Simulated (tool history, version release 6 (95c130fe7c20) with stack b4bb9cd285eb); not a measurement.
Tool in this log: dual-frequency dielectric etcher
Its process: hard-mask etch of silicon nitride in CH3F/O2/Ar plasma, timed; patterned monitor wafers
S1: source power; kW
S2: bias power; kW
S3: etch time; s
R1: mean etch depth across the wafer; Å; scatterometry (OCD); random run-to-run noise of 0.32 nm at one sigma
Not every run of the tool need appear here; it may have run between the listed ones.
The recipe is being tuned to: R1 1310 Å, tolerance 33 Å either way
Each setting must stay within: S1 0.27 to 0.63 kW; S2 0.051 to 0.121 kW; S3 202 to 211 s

run,day,S1,S2,S3,R1
1,0,0.45,0.086,202,1592.2
2,0.188,0.52,0.086,202,1666.4
3,0.429,0.49,0.082,202,1610.2
4,0.583,0.49,0.082,202,1607.9
# day 0.712: wet clean of the chamber
5,0.712,0.49,0.082,202,1558.8
6,1.038,0.49,0.082,211,1626.8
7,1.375,0.4,0.064,207,1385.1
8,1.742,0.39,0.063,207,1380.9

Which single option among these 4 for the next run brings every result within its allowed miss of target? Just one does.
A,2.108,0.39,0.088,202,?
B,2.108,0.39,0.054,205.5,?
C,2.108,0.49,0.056,211,?
D,2.108,0.38,0.073,203,?

move,R1
A,1493.7
B,1306.1
C,1447.3
D,1403
A: the biggest miss grows against the last run
B: each result inside its tolerance
C: the biggest miss grows against the last run
D: the biggest miss grows against the last run
B meets every target.
